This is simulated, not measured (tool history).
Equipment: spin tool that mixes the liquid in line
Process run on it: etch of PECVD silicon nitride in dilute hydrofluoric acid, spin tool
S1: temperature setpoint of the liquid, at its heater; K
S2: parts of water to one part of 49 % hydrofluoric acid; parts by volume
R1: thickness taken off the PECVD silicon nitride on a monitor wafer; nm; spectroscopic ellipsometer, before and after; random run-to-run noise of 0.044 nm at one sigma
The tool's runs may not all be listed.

run 1 hour=0 | S1=293.15 S2=70 time_under_the_liquid_(s)=310 | R1=7.6646
run 2 hour=4.8 | S1=293.15 S2=50 time_under_the_liquid_(s)=310 | R1=10.486
run 3 hour=5.6 | S1=292.65 S2=55 time_under_the_liquid_(s)=310 | R1=9.2966
run 4 hour=7.7 | S1=292.65 S2=55 time_under_the_liquid_(s)=330 | R1=9.676
run 5 hour=11.9 | S1=292.15 S2=60 time_under_the_liquid_(s)=330 | R1=8.6839
run 6 hour=14.1 | S1=291.65 S2=65 time_under_the_liquid_(s)=330 | R1=7.8163
run 7 hour=18.5 | S1=291.15 S2=70 time_under_the_liquid_(s)=330 | R1=7.0216
run 8 hour=24.2 | S1=290.65 S2=75 time_under_the_liquid_(s)=330 | R1=6.3905

Run 9 has not been measured yet. What should we expect?
run 9 hour=25.4 | S1=290.15 S2=80 time_under_the_liquid_(s)=330 | R1=?

Run 9 came out at R1 5.8523 nm.
